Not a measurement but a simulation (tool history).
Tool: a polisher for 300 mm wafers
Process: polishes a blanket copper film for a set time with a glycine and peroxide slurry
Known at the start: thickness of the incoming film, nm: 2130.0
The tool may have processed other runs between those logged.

run	hour	flow of slurry (ml/min)	pressure of the wafer on the pad (psi)	speed of the pad under the wafer (cm/s)	polishing time (s)	film removed (Å)
1	0	180	1.9	104	50	2403.8
2	5.2	180	2.1	104	50	2614.5
3	6.2	180	1.7	104	50	2246.3
4	11.8	180	1.7	120	50	2561.3
5	16.4	180	1.7	138	50	2761.1
6	23	180	1.7	138	45	2467.8
7	23.9	180	1.9	140	45	2763.8
8	29.3	180	2	140	45	2859.8

Estimate the outcome of run 9 from the log above:
9	32.8	180	2.1	140	45	?

Run 9 came out at film removed (Å) 2964.8.
